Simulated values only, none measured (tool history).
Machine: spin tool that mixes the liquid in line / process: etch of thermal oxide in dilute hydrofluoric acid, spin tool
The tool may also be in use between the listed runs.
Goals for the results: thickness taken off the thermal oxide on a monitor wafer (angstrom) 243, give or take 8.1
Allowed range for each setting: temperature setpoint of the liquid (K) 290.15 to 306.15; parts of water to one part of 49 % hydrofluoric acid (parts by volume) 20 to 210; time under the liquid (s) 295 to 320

| run | hour | temperature setpoint of the liquid (K) | parts of water to one part of 49 % hydrofluoric acid (parts by volume) | time under the liquid (s) | thickness taken off the thermal oxide on a monitor wafer (angstrom) |
|---|---|---|---|---|---|
| 1 | 0 | 298.15 | 115 | 295 | 123.15 |
| 2 | 7.7 | 296.15 | 115 | 295 | 115.23 |
| 3 | 10 | 296.15 | 115 | 320 | 122.12 |
| 4 | 11.1 | 296.15 | 100 | 320 | 147.58 |
| 5 | 15.4 | 296.15 | 100 | 320 | 142.16 |
| 6 | 24.1 | 296.15 | 100 | 320 | 143.66 |
| 7 | 30.2 | 300.15 | 80 | 320 | 218.66 |
| 8 | 34.4 | 300.65 | 80 | 320 | 223.32 |
| 9 | 43.4 | 300.65 | 80 | 320 | 221.16 |

Which of these 4 next moves meets every target?
| A | 52.4 | 301.15 | 90 | 310 | ? |
| B | 52.4 | 301.65 | 80 | 295 | ? |
| C | 52.4 | 301.15 | 80 | 320 | ? |
| D | 52.4 | 301.65 | 75 | 310 | ? |

| move | thickness taken off the thermal oxide on a monitor wafer (angstrom) |
|---|---|
| A | 191.61 |
| B | 212 |
| C | 225.48 |
| D | 239.24 |
A: misses by more than the last run did
B: misses by more than the last run did
C: nearer than the last run, and not there yet
D: meets every target
So the answer is move D, the one that meets all the targets.

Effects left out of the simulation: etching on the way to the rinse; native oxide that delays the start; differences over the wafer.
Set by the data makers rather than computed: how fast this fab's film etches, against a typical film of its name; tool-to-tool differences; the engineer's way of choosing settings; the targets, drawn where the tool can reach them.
